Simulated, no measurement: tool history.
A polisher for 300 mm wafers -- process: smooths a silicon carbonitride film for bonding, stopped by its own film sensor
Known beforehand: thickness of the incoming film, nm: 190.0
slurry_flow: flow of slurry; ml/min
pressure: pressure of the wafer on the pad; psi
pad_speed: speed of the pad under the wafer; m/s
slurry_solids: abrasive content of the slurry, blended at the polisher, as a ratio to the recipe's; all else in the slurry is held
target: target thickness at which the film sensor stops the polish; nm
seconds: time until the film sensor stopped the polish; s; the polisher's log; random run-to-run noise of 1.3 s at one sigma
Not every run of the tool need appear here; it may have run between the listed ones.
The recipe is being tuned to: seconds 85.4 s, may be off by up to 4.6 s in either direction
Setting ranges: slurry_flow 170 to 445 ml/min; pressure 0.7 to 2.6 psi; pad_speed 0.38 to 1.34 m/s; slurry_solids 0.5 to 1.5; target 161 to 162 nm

run,day,slurry_flow,pressure,pad_speed,slurry_solids,target,seconds
1,0,285,1.6,0.86,1,162,133.16
2,0.238,285,1.6,0.86,1,162,134.29
3,0.571,285,1.6,0.86,1.15,162,123.46
4,0.775,250,1.6,0.86,1.15,162,128.64
5,1.017,250,1.6,0.66,1.15,162,152.44
6,1.079,255,1.9,0.68,1.15,162,130
7,1.304,260,2.1,0.7,1.15,162,113.28
8,1.383,260,2.3,0.7,1.15,162,104.34

Of the 4 settings listed for the next run, only one would bring every result within its allowed miss of target. Which one?
A,1.462,350,2.5,0.9,1.2,162,?
B,1.462,290,2.5,0.88,1.15,162,?
C,1.462,300,2.2,0.78,1.25,162,?
D,1.462,325,2.6,0.76,1.05,162,?

move,seconds
A,76.127
B,80.063
C,96.69
D,88.59
A: the result that was furthest off in the last run now lies on the other side of its target
B: the result that was furthest off in the last run now lies on the other side of its target
C: nearer than the last run, and not there yet
D: in spec on every target
The move that meets every target is D.
